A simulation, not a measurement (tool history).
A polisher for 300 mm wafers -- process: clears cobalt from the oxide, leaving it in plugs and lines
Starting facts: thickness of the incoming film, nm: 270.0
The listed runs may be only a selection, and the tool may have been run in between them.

run,day,flow of slurry (ml/min),pressure of the wafer on the pad (kPa),speed of the pad under the wafer (cm/s),overpolish time after the end point (s),time until the end point was called (s),dishing of a wide line in a test structure (angstrom)
1,0.000,155,9.0,100,17,92.807,391.46
2,0.204,120,9.0,100,17,94.671,391.95
3,0.308,120,9.0,124,17,77.404,438.21
4,0.504,120,9.0,124,12,77.614,366.40
5,0.712,95,9.0,124,12,80.256,336.28
6,0.812,95,9.0,124,12,79.959,336.48
# day 0.929: head pressure recalibrated
7,0.929,100,9.0,124,13,88.070,326.22
8,1.158,105,9.0,124,14,85.948,351.02

What does the tool deliver on the next run?
9,1.488,115,9.0,124,15,?,?

time until the end point was called (s): 85.145
dishing of a wide line in a test structure (angstrom): 379.96
